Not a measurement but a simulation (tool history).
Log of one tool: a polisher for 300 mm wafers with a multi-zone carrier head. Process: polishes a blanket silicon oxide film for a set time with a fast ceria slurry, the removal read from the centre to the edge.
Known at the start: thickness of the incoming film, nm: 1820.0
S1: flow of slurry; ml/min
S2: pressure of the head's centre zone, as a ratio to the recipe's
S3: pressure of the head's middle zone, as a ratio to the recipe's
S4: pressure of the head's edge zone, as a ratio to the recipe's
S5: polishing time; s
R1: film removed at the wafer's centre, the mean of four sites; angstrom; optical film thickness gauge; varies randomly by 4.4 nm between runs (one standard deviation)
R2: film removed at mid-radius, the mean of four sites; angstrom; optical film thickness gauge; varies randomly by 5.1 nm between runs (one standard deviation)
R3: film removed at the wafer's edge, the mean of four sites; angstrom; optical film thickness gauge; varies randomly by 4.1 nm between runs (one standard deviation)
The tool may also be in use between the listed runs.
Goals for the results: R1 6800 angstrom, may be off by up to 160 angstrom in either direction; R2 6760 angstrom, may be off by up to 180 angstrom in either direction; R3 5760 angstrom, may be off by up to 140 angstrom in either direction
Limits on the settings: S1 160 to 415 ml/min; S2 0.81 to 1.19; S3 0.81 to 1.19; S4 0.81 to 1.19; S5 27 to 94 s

{"run": 1, "hour": 0.0, "S1": 265, "S2": 1, "S3": 1, "S4": 1, "S5": 60, "R1": 6891.5, "R2": 7097.6, "R3": 6774.3}
{"run": 2, "hour": 7.6, "S1": 260, "S2": 1.01, "S3": 1, "S4": 0.97, "S5": 60, "R1": 7023, "R2": 6981.7, "R3": 6741.2}
{"run": 3, "hour": 16.1, "S1": 260, "S2": 1.02, "S3": 1.02, "S4": 0.95, "S5": 59, "R1": 6920.8, "R2": 7197.5, "R3": 6552}
{"run": 4, "hour": 19.9, "S1": 260, "S2": 1.09, "S3": 1.02, "S4": 0.95, "S5": 59, "R1": 7354.2, "R2": 7004.7, "R3": 6525.2}
{"run": 5, "hour": 20.5, "S1": 320, "S2": 1.09, "S3": 1.02, "S4": 0.95, "S5": 59, "R1": 7585.3, "R2": 7227, "R3": 6662}
{"run": 6, "hour": 22.8, "S1": 265, "S2": 1.09, "S3": 1.02, "S4": 0.95, "S5": 59, "R1": 7451.6, "R2": 7093.9, "R3": 6559.3}
{"run": 7, "hour": 26.3, "S1": 260, "S2": 1.09, "S3": 1.02, "S4": 0.93, "S5": 58, "R1": 7276.2, "R2": 6910.6, "R3": 6378.5}
{"run": 8, "hour": 28.2, "S1": 255, "S2": 1.09, "S3": 1.02, "S4": 0.91, "S5": 58, "R1": 7115.6, "R2": 6823.1, "R3": 6277.8}
{"run": 9, "hour": 30.6, "S1": 250, "S2": 1.09, "S3": 1.03, "S4": 0.89, "S5": 58, "R1": 7101.7, "R2": 6870.9, "R3": 6198.4}
{"run": 10, "hour": 37.9, "S1": 245, "S2": 1.09, "S3": 1.04, "S4": 0.88, "S5": 58, "R1": 7220.9, "R2": 7001.9, "R3": 6241.4}
{"run": 11, "hour": 42.7, "S1": 240, "S2": 1.09, "S3": 1.04, "S4": 0.87, "S5": 58, "R1": 7118.4, "R2": 6878.9, "R3": 6108.7}
{"run": 12, "hour": 43.2, "S1": 235, "S2": 1.09, "S3": 1.04, "S4": 0.86, "S5": 58, "R1": 7210.2, "R2": 6920.9, "R3": 6110.5}
{"run": 13, "hour": 45.6, "S1": 230, "S2": 1.09, "S3": 1.04, "S4": 0.85, "S5": 58, "R1": 7129.1, "R2": 6905.3, "R3": 5974.2}
{"run": 14, "hour": 46.8, "S1": 225, "S2": 1.09, "S3": 1.04, "S4": 0.85, "S5": 58, "R1": 7070.8, "R2": 6790.5, "R3": 5970.3}
{"run": 15, "hour": 47.6, "S1": 220, "S2": 1.09, "S3": 1.04, "S4": 0.84, "S5": 58, "R1": 7023.5, "R2": 6880.9, "R3": 5849}
{"run": 16, "hour": 56.5, "S1": 220, "S2": 1.09, "S3": 1.04, "S4": 0.84, "S5": 58, "R1": 7031.6, "R2": 6956.8, "R3": 5990.3}
{"run": 17, "hour": 59.5, "S1": 215, "S2": 1.09, "S3": 1.04, "S4": 0.84, "S5": 58, "R1": 6976.4, "R2": 6919.9, "R3": 5936.9}
{"run": 18, "hour": 66.8, "S1": 210, "S2": 1.09, "S3": 1.04, "S4": 0.84, "S5": 58, "R1": 6937.4, "R2": 6839.2, "R3": 5954.7}
{"run": 19, "hour": 74.2, "S1": 205, "S2": 1.09, "S3": 1.04, "S4": 0.82, "S5": 58, "R1": 6972.5, "R2": 6850, "R3": 5803.7}

Exercise: of the 5 proposed moves below, exactly one satisfies all targets within the stated allowed misses. Which move is it?
{"run": "A", "hour": 81.6, "S1": 160, "S2": 1.13, "S3": 1.03, "S4": 0.81, "S5": 61, "R1": "?", "R2": "?", "R3": "?"}
{"run": "B", "hour": 81.6, "S1": 180, "S2": 1.14, "S3": 1.06, "S4": 0.81, "S5": 58, "R1": "?", "R2": "?", "R3": "?"}
{"run": "C", "hour": 81.6, "S1": 160, "S2": 1.13, "S3": 1.07, "S4": 0.82, "S5": 60, "R1": "?", "R2": "?", "R3": "?"}
{"run": "D", "hour": 81.6, "S1": 290, "S2": 1.13, "S3": 1.06, "S4": 0.81, "S5": 54, "R1": "?", "R2": "?", "R3": "?"}
{"run": "E", "hour": 81.6, "S1": 170, "S2": 1.09, "S3": 1.05, "S4": 0.81, "S5": 59, "R1": "?", "R2": "?", "R3": "?"}

move=A R1=7265.9 R2=6723.4 R3=5955.7
move=B R1=7167.4 R2=6712.4 R3=5762.1
move=C R1=7148.8 R2=6830.2 R3=5886.4
move=D R1=7149.7 R2=6700.6 R3=5651.2
move=E R1=6879.2 R2=6698.1 R3=5813.6
A: misses by more than the last run did
B: misses by more than the last run did
C: misses by more than the last run did
D: misses by more than the last run did
E: each result inside its tolerance
The right move is E.
